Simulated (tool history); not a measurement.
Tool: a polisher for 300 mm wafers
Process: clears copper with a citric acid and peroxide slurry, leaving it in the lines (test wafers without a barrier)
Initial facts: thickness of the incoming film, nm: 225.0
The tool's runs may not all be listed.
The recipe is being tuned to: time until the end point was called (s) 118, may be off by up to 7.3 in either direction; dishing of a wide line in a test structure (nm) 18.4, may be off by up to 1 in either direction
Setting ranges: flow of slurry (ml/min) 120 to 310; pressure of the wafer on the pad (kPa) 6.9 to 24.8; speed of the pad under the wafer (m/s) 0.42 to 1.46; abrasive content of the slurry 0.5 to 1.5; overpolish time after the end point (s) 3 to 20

run    day  flow of slurry (ml/min)  pressure of the wafer on the pad (kPa)  speed of the pad under the wafer (m/s)  abrasive content of the slurry  overpolish time after the end point (s)  time until the end point was called (s)  dishing of a wide line in a test structure (nm)
  1      0                      200                                    15.9                                    0.94                               1                                       10                                   155.53                                           10.815
  2  0.283                      200                                    15.9                                    0.94                               1                                       13                                   156.64                                            13.55
  3  0.425                      200                                    16.5                                    0.94                               1                                       13                                   151.17                                           14.369
  4  0.746                      200                                    16.5                                    0.74                               1                                       13                                   194.73                                           11.367
  5  0.862                      200                                    17.2                                    0.74                               1                                       13                                   184.88                                           12.195
  6  0.971                      200                                    17.9                                    0.74                               1                                       13                                   177.48                                           12.447
  7    1.3                      200                                    18.6                                    0.74                               1                                       13                                   173.36                                           12.429
  8  1.554                      200                                    19.3                                    0.74                               1                                       13                                   168.09                                           13.107
  9  1.921                      200                                      20                                    0.74                               1                                       13                                   165.12                                           12.974
 10  2.067                      200                                    20.7                                    0.76                               1                                       13                                   159.34                                           14.428
 11  2.108                      200                                    21.4                                    0.78                               1                                       13                                   152.52                                           14.968
 12  2.171                      200                                    21.4                                    0.78                               1                                       13                                   148.82                                           15.014
 13  2.333                      200                                    22.1                                    0.78                               1                                       13                                   141.08                                           14.764
 14  2.558                      200                                    23.4                                     0.8                               1                                       14                                   136.36                                           17.245
 15  2.754                      205                                    24.1                                    0.84                               1                                       14                                   127.07                                           18.711

Consider the 5 candidate settings below. Which is the only one whose results all fall within their allowed miss of target?
  A  2.95                      195                                    23.4                                     0.9                            1.05                                       13                                        ?                                                ?
  B  2.95                      220                                    23.4                                    0.68                               1                                       19                                        ?                                                ?
  C  2.95                      205                                    24.1                                    0.74                            1.15                                       15                                        ?                                                ?
  D  2.95                      205                                    24.8                                    0.78                            1.05                                       14                                        ?                                                ?
  E  2.95                      170                                    18.6                                    0.98                            0.95                                       16                                        ?                                                ?

move  time until the end point was called (s)  dishing of a wide line in a test structure (nm)
   A                                   117.58                                           18.068
   B                                   154.34                                           20.001
   C                                   135.31                                           18.128
   D                                   128.38                                           17.856
   E                                   134.92                                           19.207
A: hits every target within its allowed miss
B: further off than the last run
C: further off than the last run
D: further off than the last run
E: further off than the last run
Correct choice: A, which meets every target
